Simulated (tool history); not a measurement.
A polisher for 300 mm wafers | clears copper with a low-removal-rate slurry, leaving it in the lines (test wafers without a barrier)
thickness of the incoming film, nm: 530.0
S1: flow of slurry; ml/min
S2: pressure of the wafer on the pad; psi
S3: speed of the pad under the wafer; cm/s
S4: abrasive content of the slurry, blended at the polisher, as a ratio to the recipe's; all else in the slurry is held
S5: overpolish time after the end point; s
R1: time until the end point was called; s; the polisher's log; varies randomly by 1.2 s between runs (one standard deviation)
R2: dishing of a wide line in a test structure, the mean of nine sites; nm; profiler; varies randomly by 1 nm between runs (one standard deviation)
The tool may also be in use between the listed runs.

| run | hour | S1 | S2 | S3 | S4 | S5 | R1 | R2 |
|---|---|---|---|---|---|---|---|---|
| 1 | 0 | 170 | 3.9 | 136 | 1 | 26 | 125.51 | 69.778 |
| 2 | 9 | 175 | 4.1 | 136 | 1 | 24 | 120.61 | 65.853 |
| 3 | 17.2 | 175 | 4.4 | 136 | 1 | 23 | 110.94 | 70.015 |
| 4 | 25.7 | 195 | 4.4 | 136 | 1 | 23 | 113.15 | 68.756 |
| 5 | 28.6 | 195 | 4.6 | 136 | 1 | 22 | 106.85 | 67.74 |
| 6 | 37.2 | 175 | 4.6 | 136 | 1 | 22 | 108.5 | 67.057 |

Predict the results of run 7:
| 7 | 42.2 | 175 | 4.8 | 136 | 1 | 21 | ? | ? |

Run 7 gave R1 104.29 s, R2 68.961 nm.

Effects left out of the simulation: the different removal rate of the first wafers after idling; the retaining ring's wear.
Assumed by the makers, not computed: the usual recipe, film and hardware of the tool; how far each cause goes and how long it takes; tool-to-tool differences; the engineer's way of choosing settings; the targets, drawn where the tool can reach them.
